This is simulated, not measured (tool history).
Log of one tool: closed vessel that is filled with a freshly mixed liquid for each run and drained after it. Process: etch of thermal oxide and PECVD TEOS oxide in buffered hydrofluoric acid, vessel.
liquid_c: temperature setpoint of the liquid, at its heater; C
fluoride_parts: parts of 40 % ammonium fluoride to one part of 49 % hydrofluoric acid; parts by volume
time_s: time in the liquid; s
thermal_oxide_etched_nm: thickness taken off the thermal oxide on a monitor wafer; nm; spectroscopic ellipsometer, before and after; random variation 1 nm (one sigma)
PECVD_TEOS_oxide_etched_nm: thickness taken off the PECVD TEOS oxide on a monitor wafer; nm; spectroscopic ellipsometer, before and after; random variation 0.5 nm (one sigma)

run	hour	liquid_c	fluoride_parts	time_s	thermal_oxide_etched_nm	PECVD_TEOS_oxide_etched_nm
1	0.0	24.0	15.5	60	45.291	47.178
2	8.0	24.0	19.5	60	36.764	37.754
3	12.1	24.0	19.5	75	45.714	47.499
4	12.9	25.5	18.0	75	53.276	55.931
5	19.0	27.0	16.5	75	61.740	65.508
6	23.1	27.0	20.0	75	51.679	54.933
7	28.2	31.0	15.0	75	85.677	88.986

Run 8 comes next. What will it give?
8	33.8	31.0	14.5	75	?	?

{"run 8": {"thermal_oxide_etched_nm": 88.665, "PECVD_TEOS_oxide_etched_nm": 91.848}}

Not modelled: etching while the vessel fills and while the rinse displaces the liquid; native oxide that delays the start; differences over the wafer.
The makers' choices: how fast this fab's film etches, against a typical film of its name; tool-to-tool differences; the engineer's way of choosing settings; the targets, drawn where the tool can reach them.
